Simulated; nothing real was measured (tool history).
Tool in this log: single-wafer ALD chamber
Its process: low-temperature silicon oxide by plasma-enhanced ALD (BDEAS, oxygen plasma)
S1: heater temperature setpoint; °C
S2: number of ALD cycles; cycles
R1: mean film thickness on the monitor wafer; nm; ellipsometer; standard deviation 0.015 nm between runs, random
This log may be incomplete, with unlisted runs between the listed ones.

| run | hour | S1 | S2 | R1 |
|---|---|---|---|---|
| 1 | 0.0 | 115 | 33 | 4.3378 |
| 2 | 6.3 | 115 | 30 | 3.9329 |
| 3 | 12.1 | 125 | 30 | 3.8780 |
| 4 | 14.1 | 124 | 34 | 4.3974 |
| 5 | 18.7 | 116 | 34 | 4.4659 |
| 6 | 23.3 | 115 | 36 | 4.7261 |
| 7 | 25.7 | 114 | 38 | 4.9833 |
| 8 | 27.5 | 114 | 39 | 5.1392 |

Predict the results of run 9:
| 9 | 32.1 | 114 | 40 | ? |

R1: 5.2773 nm

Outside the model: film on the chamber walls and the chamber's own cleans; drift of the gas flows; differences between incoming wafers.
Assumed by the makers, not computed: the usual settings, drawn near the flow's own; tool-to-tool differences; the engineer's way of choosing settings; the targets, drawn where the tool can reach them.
